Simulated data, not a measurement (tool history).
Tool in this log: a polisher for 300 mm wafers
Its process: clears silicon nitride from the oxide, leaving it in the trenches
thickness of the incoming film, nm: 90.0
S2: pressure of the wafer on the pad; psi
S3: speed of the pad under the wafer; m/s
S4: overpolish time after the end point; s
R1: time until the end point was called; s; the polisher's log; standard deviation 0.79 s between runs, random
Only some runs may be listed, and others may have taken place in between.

Run 1, hour 0.0: flow of slurry (ml/min) 130, S2 2.7 psi, S3 1.28 m/s, S4 11 s. Result: R1 58.443 s.
Run 2, hour 8.9: flow of slurry (ml/min) 125, S2 2.5 psi, S3 1.28 m/s, S4 11 s. Result: R1 63.360 s.
Run 3, hour 13.7: flow of slurry (ml/min) 115, S2 2.5 psi, S3 1.28 m/s, S4 11 s. Result: R1 65.214 s.
Run 4, hour 15.5: flow of slurry (ml/min) 110, S2 2.4 psi, S3 1.28 m/s, S4 11 s. Result: R1 69.533 s.
Run 5, hour 23.8: flow of slurry (ml/min) 105, S2 2.4 psi, S3 1.28 m/s, S4 11 s. Result: R1 69.481 s.
Run 6, hour 30.4: flow of slurry (ml/min) 105, S2 2.4 psi, S3 1.28 m/s, S4 9 s. Result: R1 69.039 s.

For run 7, what comes out?
Run 7, hour 31.0: flow of slurry (ml/min) 100, S2 2.4 psi, S3 1.28 m/s, S4 9 s. Result: R1 ?.

R1: 70.661 s
